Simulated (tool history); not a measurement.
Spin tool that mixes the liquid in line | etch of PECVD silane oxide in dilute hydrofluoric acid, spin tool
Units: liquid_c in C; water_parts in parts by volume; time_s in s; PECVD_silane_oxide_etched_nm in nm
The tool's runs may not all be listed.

run,day,liquid_c,water_parts,time_s,PECVD_silane_oxide_etched_nm
1,0.000,21.0,75,215,45.131
2,0.183,20.5,75,215,44.431
3,0.483,20.5,75,215,44.179
4,0.533,18.5,75,215,40.858
5,0.825,18.5,75,230,44.161
6,1.158,18.5,80,230,41.046

The next listed run, before its measurement:
7,1.512,18.5,80,230,?

Run 7 gave PECVD_silane_oxide_etched_nm 40.671 nm.
